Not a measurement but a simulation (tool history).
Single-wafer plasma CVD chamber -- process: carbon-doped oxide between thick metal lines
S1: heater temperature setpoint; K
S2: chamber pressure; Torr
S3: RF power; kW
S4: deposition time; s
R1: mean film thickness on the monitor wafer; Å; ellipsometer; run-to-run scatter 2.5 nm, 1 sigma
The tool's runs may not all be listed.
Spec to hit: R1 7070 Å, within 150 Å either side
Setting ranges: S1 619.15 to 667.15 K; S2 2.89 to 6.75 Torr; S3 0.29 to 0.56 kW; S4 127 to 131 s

{"run": 1, "hour": 0.0, "S1": 643.15, "S2": 4.82, "S3": 0.425, "S4": 127, "R1": 6209.7}
{"run": 2, "hour": 8.2, "S1": 651.15, "S2": 4.82, "S3": 0.425, "S4": 127, "R1": 6095}
{"run": 3, "hour": 17.1, "S1": 651.15, "S2": 4.47, "S3": 0.425, "S4": 127, "R1": 6072.1}
{"run": 4, "hour": 23.8, "S1": 650.15, "S2": 4.56, "S3": 0.44, "S4": 127, "R1": 6192.8}
{"run": 5, "hour": 24.7, "S1": 655.15, "S2": 4.56, "S3": 0.44, "S4": 127, "R1": 6157}
{"run": 6, "hour": 32.3, "S1": 655.15, "S2": 4.56, "S3": 0.44, "S4": 131, "R1": 6365.2}
{"run": 7, "hour": 33.2, "S1": 654.15, "S2": 4.74, "S3": 0.45, "S4": 131, "R1": 6532.3}
{"run": 8, "hour": 34.2, "S1": 653.15, "S2": 4.91, "S3": 0.455, "S4": 131, "R1": 6619.9}
{"run": 9, "hour": 41.5, "S1": 652.15, "S2": 5.04, "S3": 0.46, "S4": 131, "R1": 6736.7}

Exactly one of the 5 candidate moves below puts every result within its allowed miss. Which one?
{"run": "A", "hour": 48.8, "S1": 652.15, "S2": 5.49, "S3": 0.515, "S4": 131, "R1": "?"}
{"run": "B", "hour": 48.8, "S1": 635.15, "S2": 4.92, "S3": 0.51, "S4": 131, "R1": "?"}
{"run": "C", "hour": 48.8, "S1": 652.15, "S2": 5.41, "S3": 0.5, "S4": 129, "R1": "?"}
{"run": "D", "hour": 48.8, "S1": 667.15, "S2": 4.19, "S3": 0.485, "S4": 129, "R1": "?"}
{"run": "E", "hour": 48.8, "S1": 661.15, "S2": 6.02, "S3": 0.515, "S4": 131, "R1": "?"}

move=A R1=7279.6
move=B R1=7340.3
move=C R1=7021
move=D R1=6459.5
move=E R1=7253.6
A: takes the result that was furthest off past its target
B: takes the result that was furthest off past its target
C: hits every target within its allowed miss
D: moves away from the targets compared with the last run
E: takes the result that was furthest off past its target
C is the move that brings every result within its allowed miss.
